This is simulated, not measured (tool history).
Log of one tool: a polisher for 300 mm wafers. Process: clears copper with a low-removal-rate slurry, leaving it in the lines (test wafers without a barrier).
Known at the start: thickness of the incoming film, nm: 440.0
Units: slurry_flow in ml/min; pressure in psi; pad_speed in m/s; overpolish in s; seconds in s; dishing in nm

run 1 hour=0 | slurry_flow=305 pressure=3.9 pad_speed=1.06 slurry_solids=1 overpolish=27 | seconds=107.63 dishing=59.198
run 2 hour=8 | slurry_flow=305 pressure=4.7 pad_speed=1.06 slurry_solids=1 overpolish=27 | seconds=89.988 dishing=68.854
run 3 hour=13 | slurry_flow=305 pressure=4.7 pad_speed=1.06 slurry_solids=0.85 overpolish=27 | seconds=91.59 dishing=66.842
run 4 hour=16.9 | slurry_flow=305 pressure=4.7 pad_speed=1.06 slurry_solids=0.85 overpolish=18 | seconds=91.156 dishing=50.929
-- hour=22.1 worn pad replaced by a new one
run 5 hour=22.1 | slurry_flow=315 pressure=4.5 pad_speed=1.04 slurry_solids=0.9 overpolish=23 | seconds=91.375 dishing=61.271
run 6 hour=28.2 | slurry_flow=315 pressure=4.5 pad_speed=1.04 slurry_solids=0.9 overpolish=28 | seconds=89.836 dishing=69.083
run 7 hour=32.4 | slurry_flow=285 pressure=4.5 pad_speed=1.02 slurry_solids=0.9 overpolish=31 | seconds=92.145 dishing=72.331
run 8 hour=37.6 | slurry_flow=285 pressure=4.5 pad_speed=1.02 slurry_solids=0.9 overpolish=31 | seconds=92.377 dishing=72.544
run 9 hour=38.3 | slurry_flow=285 pressure=4.5 pad_speed=1.02 slurry_solids=0.9 overpolish=31 | seconds=91.749 dishing=70.911
run 10 hour=38.8 | slurry_flow=310 pressure=4.2 pad_speed=1.02 slurry_solids=0.95 overpolish=33 | seconds=96.73 dishing=73.251
run 11 hour=44.7 | slurry_flow=310 pressure=4.2 pad_speed=1.02 slurry_solids=0.95 overpolish=33 | seconds=95.532 dishing=71.776
run 12 hour=48.7 | slurry_flow=280 pressure=4 pad_speed=1.02 slurry_solids=1 overpolish=36 | seconds=100.21 dishing=74.61

The next listed run, before its measurement:
run 13 hour=54.1 | slurry_flow=275 pressure=3.8 pad_speed=1 slurry_solids=1 overpolish=39 | seconds=? dishing=?

seconds: 111.45 s
dishing: 73.732 nm
